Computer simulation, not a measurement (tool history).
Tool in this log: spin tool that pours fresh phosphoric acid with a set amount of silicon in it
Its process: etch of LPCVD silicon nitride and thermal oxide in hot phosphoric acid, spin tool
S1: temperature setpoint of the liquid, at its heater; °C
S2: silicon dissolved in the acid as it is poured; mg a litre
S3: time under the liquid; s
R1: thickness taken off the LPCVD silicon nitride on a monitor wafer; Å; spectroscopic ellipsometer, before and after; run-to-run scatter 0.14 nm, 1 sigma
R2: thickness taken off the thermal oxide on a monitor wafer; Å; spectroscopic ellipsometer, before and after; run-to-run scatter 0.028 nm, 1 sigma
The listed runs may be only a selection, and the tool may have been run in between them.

Run 1, hour 0: S1 162 °C, S2 15.5 mg a litre, S3 180 s. Result: R1 140.68 Å, R2 4.6095 Å.
Run 2, hour 3: S1 163 °C, S2 20 mg a litre, S3 195 s. Result: R1 157.45 Å, R2 4.2057 Å.
Run 3, hour 10.8: S1 163 °C, S2 26 mg a litre, S3 195 s. Result: R1 157.68 Å, R2 3.5545 Å.
Run 4, hour 12: S1 163 °C, S2 19 mg a litre, S3 195 s. Result: R1 157.47 Å, R2 4.7725 Å.
Run 5, hour 15.4: S1 163.5 °C, S2 21.5 mg a litre, S3 210 s. Result: R1 170.94 Å, R2 4.9321 Å.
Run 6, hour 22.4: S1 164 °C, S2 24 mg a litre, S3 220 s. Result: R1 182.71 Å, R2 5.0078 Å.
Run 7, hour 25.9: S1 164 °C, S2 26 mg a litre, S3 230 s. Result: R1 191.95 Å, R2 4.8392 Å.
Run 8, hour 32.8: S1 164.5 °C, S2 27 mg a litre, S3 235 s. Result: R1 199.74 Å, R2 4.7485 Å.
Run 9, hour 38.8: S1 165 °C, S2 27.5 mg a litre, S3 240 s. Result: R1 205.85 Å, R2 5.0553 Å.
Run 10, hour 46.6: S1 165 °C, S2 27.5 mg a litre, S3 240 s. Result: R1 207.15 Å, R2 5.1767 Å.
Run 11, hour 53.1: S1 165 °C, S2 28.5 mg a litre, S3 245 s. Result: R1 210.26 Å, R2 4.7478 Å.

What will run 12 give?
Run 12, hour 61.3: S1 165 °C, S2 28.5 mg a litre, S3 250 s. Result: R1 ?, R2 ?.

R1: 214.36 Å
R2: 5.0258 Å

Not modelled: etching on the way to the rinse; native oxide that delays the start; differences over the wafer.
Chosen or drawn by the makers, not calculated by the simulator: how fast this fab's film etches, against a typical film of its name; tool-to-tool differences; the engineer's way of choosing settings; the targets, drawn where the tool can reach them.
